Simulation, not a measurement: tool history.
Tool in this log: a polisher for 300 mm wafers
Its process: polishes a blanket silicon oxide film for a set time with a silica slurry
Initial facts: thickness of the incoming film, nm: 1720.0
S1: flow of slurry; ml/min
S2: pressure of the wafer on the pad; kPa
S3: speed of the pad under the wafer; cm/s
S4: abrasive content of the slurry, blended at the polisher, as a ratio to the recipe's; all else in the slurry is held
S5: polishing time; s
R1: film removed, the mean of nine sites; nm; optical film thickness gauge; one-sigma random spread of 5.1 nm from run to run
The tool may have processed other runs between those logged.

| run | hour | S1 | S2 | S3 | S4 | S5 | R1 |
|---|---|---|---|---|---|---|---|
| 1 | 0 | 120 | 30.3 | 100 | 1 | 117 | 373.91 |
| 2 | 2.6 | 120 | 25.5 | 100 | 1 | 117 | 317.07 |
| 3 | 3.8 | 125 | 29.6 | 100 | 1 | 117 | 369.13 |
| 4 | 5.9 | 125 | 29.6 | 100 | 1 | 117 | 375.47 |
| 5 | 13.9 | 135 | 31.7 | 100 | 1 | 117 | 406.05 |
| 6 | 15.7 | 140 | 33.8 | 100 | 1 | 117 | 431.27 |
| 7 | 22.9 | 145 | 35.9 | 100 | 1 | 117 | 453 |

Run 8 comes next. What will it give?
| 8 | 23.9 | 145 | 37.9 | 100 | 1 | 117 | ? |

R1: 493.04 nm

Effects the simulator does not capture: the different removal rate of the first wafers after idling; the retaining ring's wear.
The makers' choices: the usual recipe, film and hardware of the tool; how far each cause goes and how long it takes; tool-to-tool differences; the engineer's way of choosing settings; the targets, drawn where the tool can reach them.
